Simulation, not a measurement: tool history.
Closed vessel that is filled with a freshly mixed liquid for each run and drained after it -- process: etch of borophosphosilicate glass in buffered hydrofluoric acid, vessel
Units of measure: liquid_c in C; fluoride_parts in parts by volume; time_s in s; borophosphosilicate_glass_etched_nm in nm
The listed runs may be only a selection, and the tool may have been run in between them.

| run | hour | liquid_c | fluoride_parts | time_s | borophosphosilicate_glass_etched_nm |
|---|---|---|---|---|---|
| 1 | 0.0 | 23.0 | 13.5 | 90 | 75.974 |
| 2 | 5.3 | 23.0 | 13.5 | 90 | 75.519 |
| 3 | 10.6 | 23.0 | 17.0 | 90 | 59.645 |
| 4 | 15.8 | 25.0 | 15.5 | 90 | 72.813 |
| 5 | 17.3 | 26.5 | 14.5 | 90 | 83.817 |
| 6 | 23.5 | 26.5 | 14.5 | 100 | 94.123 |
| 7 | 32.1 | 27.5 | 14.0 | 100 | 102.450 |
| 8 | 38.6 | 28.5 | 13.5 | 100 | 112.170 |
| 9 | 47.4 | 29.0 | 13.0 | 100 | 118.860 |
| 10 | 53.4 | 29.5 | 13.0 | 100 | 122.490 |

Estimate the outcome of run 11 from the log above:
| 11 | 54.1 | 29.5 | 13.0 | 100 | ? |

{"run 11": {"borophosphosilicate_glass_etched_nm": 123.24}}
